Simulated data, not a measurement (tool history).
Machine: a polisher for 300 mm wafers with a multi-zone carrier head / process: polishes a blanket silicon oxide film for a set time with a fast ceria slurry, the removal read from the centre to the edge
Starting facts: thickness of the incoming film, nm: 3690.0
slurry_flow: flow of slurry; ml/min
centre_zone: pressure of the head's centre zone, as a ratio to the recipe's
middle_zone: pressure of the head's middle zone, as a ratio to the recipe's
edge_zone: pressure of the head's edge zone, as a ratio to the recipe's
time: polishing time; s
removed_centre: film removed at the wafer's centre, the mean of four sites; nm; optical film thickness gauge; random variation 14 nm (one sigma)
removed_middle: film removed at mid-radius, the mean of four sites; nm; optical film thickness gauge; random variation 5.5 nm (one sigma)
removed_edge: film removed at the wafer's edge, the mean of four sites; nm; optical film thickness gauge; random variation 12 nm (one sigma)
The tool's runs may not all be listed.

run 1 hour=0.0 | slurry_flow=220 centre_zone=1.00 middle_zone=1.00 edge_zone=1.00 time=57 | removed_centre=751.07 removed_middle=742.12 removed_edge=710.88
run 2 hour=4.4 | slurry_flow=220 centre_zone=1.00 middle_zone=1.00 edge_zone=1.00 time=48 | removed_centre=606.72 removed_middle=628.48 removed_edge=590.12
run 3 hour=10.3 | slurry_flow=220 centre_zone=0.94 middle_zone=1.00 edge_zone=1.00 time=48 | removed_centre=591.82 removed_middle=624.24 removed_edge=582.50
run 4 hour=10.9 | slurry_flow=220 centre_zone=0.89 middle_zone=1.00 edge_zone=1.00 time=48 | removed_centre=570.73 removed_middle=626.83 removed_edge=594.91
run 5 hour=19.5 | slurry_flow=220 centre_zone=0.92 middle_zone=1.00 edge_zone=1.00 time=48 | removed_centre=580.77 removed_middle=618.70 removed_edge=592.50
run 6 hour=23.5 | slurry_flow=230 centre_zone=0.97 middle_zone=1.01 edge_zone=1.01 time=51 | removed_centre=640.65 removed_middle=661.43 removed_edge=645.34
run 7 hour=24.7 | slurry_flow=235 centre_zone=1.01 middle_zone=1.03 edge_zone=0.99 time=53 | removed_centre=713.35 removed_middle=708.94 removed_edge=650.01
run 8 hour=30.3 | slurry_flow=245 centre_zone=1.03 middle_zone=1.05 edge_zone=1.00 time=54 | removed_centre=721.35 removed_middle=744.30 removed_edge=664.22
run 9 hour=31.4 | slurry_flow=250 centre_zone=1.05 middle_zone=1.05 edge_zone=1.00 time=56 | removed_centre=774.08 removed_middle=772.84 removed_edge=699.64
-- hour=38.7 edge zone pressure recalibrated
run 10 hour=38.7 | slurry_flow=255 centre_zone=1.07 middle_zone=1.06 edge_zone=1.01 time=57 | removed_centre=800.45 removed_middle=788.37 removed_edge=751.14
run 11 hour=41.1 | slurry_flow=260 centre_zone=1.09 middle_zone=1.07 edge_zone=1.00 time=57 | removed_centre=795.68 removed_middle=808.64 removed_edge=746.32
run 12 hour=49.8 | slurry_flow=260 centre_zone=1.11 middle_zone=1.07 edge_zone=0.98 time=58 | removed_centre=859.78 removed_middle=814.36 removed_edge=737.45
run 13 hour=52.7 | slurry_flow=265 centre_zone=1.13 middle_zone=1.08 edge_zone=0.98 time=58 | removed_centre=840.40 removed_middle=820.91 removed_edge=738.92
run 14 hour=55.0 | slurry_flow=270 centre_zone=1.14 middle_zone=1.08 edge_zone=0.97 time=59 | removed_centre=878.96 removed_middle=836.01 removed_edge=758.96
run 15 hour=60.9 | slurry_flow=275 centre_zone=1.15 middle_zone=1.09 edge_zone=0.97 time=59 | removed_centre=901.57 removed_middle=846.83 removed_edge=773.96
run 16 hour=68.9 | slurry_flow=280 centre_zone=1.15 middle_zone=1.10 edge_zone=0.96 time=59 | removed_centre=886.16 removed_middle=846.92 removed_edge=736.88

Estimate the outcome of run 17 from the log above:
run 17 hour=75.1 | slurry_flow=280 centre_zone=1.16 middle_zone=1.10 edge_zone=0.96 time=59 | removed_centre=? removed_middle=? removed_edge=?

Run 17 yielded removed_centre 918.47 nm, removed_middle 849.70 nm, removed_edge 756.57 nm.
